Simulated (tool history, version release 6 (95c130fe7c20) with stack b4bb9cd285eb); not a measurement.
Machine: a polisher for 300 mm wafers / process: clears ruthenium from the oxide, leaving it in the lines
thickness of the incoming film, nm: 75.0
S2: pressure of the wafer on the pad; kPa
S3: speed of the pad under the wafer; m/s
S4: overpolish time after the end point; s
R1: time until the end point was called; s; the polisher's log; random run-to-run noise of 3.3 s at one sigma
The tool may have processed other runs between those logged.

Run 1, hour 0: flow of slurry (ml/min) 125, S2 11 kPa, S3 0.78 m/s, S4 33 s. Result: R1 134.06 s.
Run 2, hour 2.8: flow of slurry (ml/min) 125, S2 13.1 kPa, S3 0.78 m/s, S4 33 s. Result: R1 111.71 s.
Run 3, hour 5.5: flow of slurry (ml/min) 120, S2 11 kPa, S3 0.72 m/s, S4 33 s. Result: R1 145.41 s.
Run 4, hour 13.4: flow of slurry (ml/min) 120, S2 11 kPa, S3 0.82 m/s, S4 33 s. Result: R1 125.47 s.
Run 5, hour 15.1: flow of slurry (ml/min) 120, S2 11 kPa, S3 0.74 m/s, S4 33 s. Result: R1 141.51 s.
At hour 19.4: head pressure recalibrated.
Run 6, hour 19.4: flow of slurry (ml/min) 115, S2 9.7 kPa, S3 0.68 m/s, S4 33 s. Result: R1 161.89 s.

Predict the results of run 7:
Run 7, hour 24.8: flow of slurry (ml/min) 105, S2 8.3 kPa, S3 0.6 m/s, S4 33 s. Result: R1 ?.

{"run 7": {"R1": 214.14}}
